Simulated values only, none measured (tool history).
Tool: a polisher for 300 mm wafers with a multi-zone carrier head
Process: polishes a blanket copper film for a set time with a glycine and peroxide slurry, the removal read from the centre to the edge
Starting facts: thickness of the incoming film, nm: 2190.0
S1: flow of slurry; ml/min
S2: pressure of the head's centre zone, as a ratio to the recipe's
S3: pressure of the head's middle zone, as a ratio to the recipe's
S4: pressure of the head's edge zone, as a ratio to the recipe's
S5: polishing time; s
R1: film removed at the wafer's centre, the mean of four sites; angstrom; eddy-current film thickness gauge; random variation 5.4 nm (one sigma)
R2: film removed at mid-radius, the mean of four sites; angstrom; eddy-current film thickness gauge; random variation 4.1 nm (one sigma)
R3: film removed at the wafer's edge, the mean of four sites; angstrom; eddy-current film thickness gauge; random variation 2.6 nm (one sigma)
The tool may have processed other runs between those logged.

Run 1, hour 0: S1 270 ml/min, S2 1, S3 1, S4 1, S5 90 s. Result: R1 5650.5 angstrom, R2 5894.2 angstrom, R3 5791.1 angstrom.
Run 2, hour 7.6: S1 270 ml/min, S2 1.01, S3 0.99, S4 0.96, S5 81 s. Result: R1 5270.1 angstrom, R2 5327.9 angstrom, R3 5128.7 angstrom.
Run 3, hour 11.9: S1 265 ml/min, S2 1.01, S3 0.98, S4 0.93, S5 75 s. Result: R1 4929.6 angstrom, R2 4845.5 angstrom, R3 4640.2 angstrom.
Run 4, hour 16.9: S1 260 ml/min, S2 1, S3 0.97, S4 0.9, S5 72 s. Result: R1 4574.8 angstrom, R2 4607.7 angstrom, R3 4437.2 angstrom.
Run 5, hour 17.6: S1 260 ml/min, S2 1, S3 0.97, S4 0.9, S5 63 s. Result: R1 4080.2 angstrom, R2 4023 angstrom, R3 3846.9 angstrom.
Run 6, hour 18.2: S1 260 ml/min, S2 1, S3 1.05, S4 0.9, S5 63 s. Result: R1 4049.8 angstrom, R2 4304.8 angstrom, R3 3827.6 angstrom.

Run 7 is up next; what results do you expect?
Run 7, hour 19.6: S1 250 ml/min, S2 1.01, S3 1.03, S4 0.89, S5 63 s. Result: R1 ?, R2 ?, R3 ?.

{"run 7": {"R1": 4059.4, "R2": 4225.9, "R3": 3800.2}}
